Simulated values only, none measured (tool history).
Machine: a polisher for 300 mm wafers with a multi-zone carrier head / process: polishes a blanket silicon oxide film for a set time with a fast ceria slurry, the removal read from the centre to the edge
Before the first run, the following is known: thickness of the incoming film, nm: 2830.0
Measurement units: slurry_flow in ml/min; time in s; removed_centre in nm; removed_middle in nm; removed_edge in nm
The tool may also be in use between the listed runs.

run	hour	slurry_flow	centre_zone	middle_zone	edge_zone	time	removed_centre	removed_middle	removed_edge
1	0.0	230	1.00	1.00	1.00	34	606.82	596.55	597.93
2	2.0	230	1.05	1.00	1.00	34	634.07	588.56	599.19
3	9.0	225	1.02	0.98	1.06	37	664.54	641.61	677.73
4	11.9	230	1.02	0.97	1.10	39	701.77	658.47	725.61
5	17.5	230	1.00	0.97	1.13	41	728.46	698.38	788.59
6	25.4	230	1.00	0.97	1.13	48	840.70	819.38	909.96

What will run 7 give?
7	32.2	215	0.98	0.95	1.12	48	?	?	?

{"run 7": {"removed_centre": 820.58, "removed_middle": 808.09, "removed_edge": 886.48}}
